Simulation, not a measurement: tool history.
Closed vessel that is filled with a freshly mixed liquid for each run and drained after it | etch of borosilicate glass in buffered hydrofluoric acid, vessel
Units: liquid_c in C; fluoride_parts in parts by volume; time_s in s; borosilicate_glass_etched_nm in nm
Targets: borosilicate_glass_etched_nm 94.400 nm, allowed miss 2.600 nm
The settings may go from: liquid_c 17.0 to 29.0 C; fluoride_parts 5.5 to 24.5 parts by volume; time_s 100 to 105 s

{"run": 1, "hour": 0.0, "liquid_c": 21.0, "fluoride_parts": 15.0, "time_s": 100, "borosilicate_glass_etched_nm": 73.618}
{"run": 2, "hour": 5.4, "liquid_c": 21.0, "fluoride_parts": 15.0, "time_s": 105, "borosilicate_glass_etched_nm": 77.667}
{"run": 3, "hour": 13.7, "liquid_c": 22.0, "fluoride_parts": 15.0, "time_s": 105, "borosilicate_glass_etched_nm": 80.533}
{"run": 4, "hour": 21.2, "liquid_c": 23.5, "fluoride_parts": 15.0, "time_s": 105, "borosilicate_glass_etched_nm": 89.793}
{"run": 5, "hour": 28.5, "liquid_c": 24.0, "fluoride_parts": 15.0, "time_s": 105, "borosilicate_glass_etched_nm": 90.688}
{"run": 6, "hour": 30.7, "liquid_c": 24.0, "fluoride_parts": 15.0, "time_s": 100, "borosilicate_glass_etched_nm": 85.334}
{"run": 7, "hour": 34.5, "liquid_c": 24.5, "fluoride_parts": 15.0, "time_s": 100, "borosilicate_glass_etched_nm": 88.984}
{"run": 8, "hour": 38.5, "liquid_c": 25.0, "fluoride_parts": 15.0, "time_s": 100, "borosilicate_glass_etched_nm": 91.537}

4 next moves are on the table. One of them brings every result within its allowed miss. Which?
{"run": "A", "hour": 42.5, "liquid_c": 25.5, "fluoride_parts": 16.0, "time_s": 100, "borosilicate_glass_etched_nm": "?"}
{"run": "B", "hour": 42.5, "liquid_c": 26.5, "fluoride_parts": 15.5, "time_s": 105, "borosilicate_glass_etched_nm": "?"}
{"run": "C", "hour": 42.5, "liquid_c": 21.0, "fluoride_parts": 11.5, "time_s": 100, "borosilicate_glass_etched_nm": "?"}
{"run": "D", "hour": 42.5, "liquid_c": 25.0, "fluoride_parts": 14.0, "time_s": 105, "borosilicate_glass_etched_nm": "?"}

move=A borosilicate_glass_etched_nm=88.899
move=B borosilicate_glass_etched_nm=101.570
move=C borosilicate_glass_etched_nm=96.719
move=D borosilicate_glass_etched_nm=103.730
A: further off than the last run
B: takes the result that was furthest off past its target
C: meets every target
D: takes the result that was furthest off past its target
The right move is C.
